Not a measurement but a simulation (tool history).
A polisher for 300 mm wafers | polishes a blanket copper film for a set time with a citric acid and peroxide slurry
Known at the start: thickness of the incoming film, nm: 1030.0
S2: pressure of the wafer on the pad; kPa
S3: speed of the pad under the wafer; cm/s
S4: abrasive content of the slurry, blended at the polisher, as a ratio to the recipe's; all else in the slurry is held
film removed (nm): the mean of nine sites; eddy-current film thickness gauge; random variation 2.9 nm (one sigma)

{"run": 1, "hour": 0.0, "flow of slurry (ml/min)": 300, "S2": 25.5, "S3": 76, "S4": 1.0, "polishing time (s)": 91, "film removed (nm)": 215.06}
{"run": 2, "hour": 6.5, "flow of slurry (ml/min)": 300, "S2": 25.5, "S3": 76, "S4": 0.8, "polishing time (s)": 91, "film removed (nm)": 199.89}
{"run": 3, "hour": 13.4, "flow of slurry (ml/min)": 300, "S2": 25.5, "S3": 76, "S4": 0.7, "polishing time (s)": 91, "film removed (nm)": 193.77}
{"run": 4, "hour": 15.9, "flow of slurry (ml/min)": 300, "S2": 25.5, "S3": 86, "S4": 0.7, "polishing time (s)": 91, "film removed (nm)": 213.9}
{"run": 5, "hour": 22.3, "flow of slurry (ml/min)": 300, "S2": 26.9, "S3": 86, "S4": 0.7, "polishing time (s)": 91, "film removed (nm)": 225.1}
{"run": 6, "hour": 23.5, "flow of slurry (ml/min)": 300, "S2": 29.0, "S3": 86, "S4": 0.7, "polishing time (s)": 91, "film removed (nm)": 243.11}
{"run": 7, "hour": 30.9, "flow of slurry (ml/min)": 300, "S2": 29.6, "S3": 86, "S4": 0.7, "polishing time (s)": 91, "film removed (nm)": 244.15}
{"run": 8, "hour": 33.5, "flow of slurry (ml/min)": 300, "S2": 31.0, "S3": 86, "S4": 0.7, "polishing time (s)": 91, "film removed (nm)": 257.73}
{"run": 9, "hour": 38.1, "flow of slurry (ml/min)": 300, "S2": 31.7, "S3": 86, "S4": 0.7, "polishing time (s)": 91, "film removed (nm)": 260.43}
{"run": 10, "hour": 44.3, "flow of slurry (ml/min)": 300, "S2": 32.4, "S3": 86, "S4": 0.7, "polishing time (s)": 91, "film removed (nm)": 262.19}
{"run": 11, "hour": 51.8, "flow of slurry (ml/min)": 300, "S2": 33.1, "S3": 86, "S4": 0.7, "polishing time (s)": 91, "film removed (nm)": 271.61}

Run 12 comes next. What will it give?
{"run": 12, "hour": 59.9, "flow of slurry (ml/min)": 300, "S2": 33.8, "S3": 86, "S4": 0.7, "polishing time (s)": 91, "film removed (nm)": "?"}

Run 12 gave film removed (nm) 278.51.
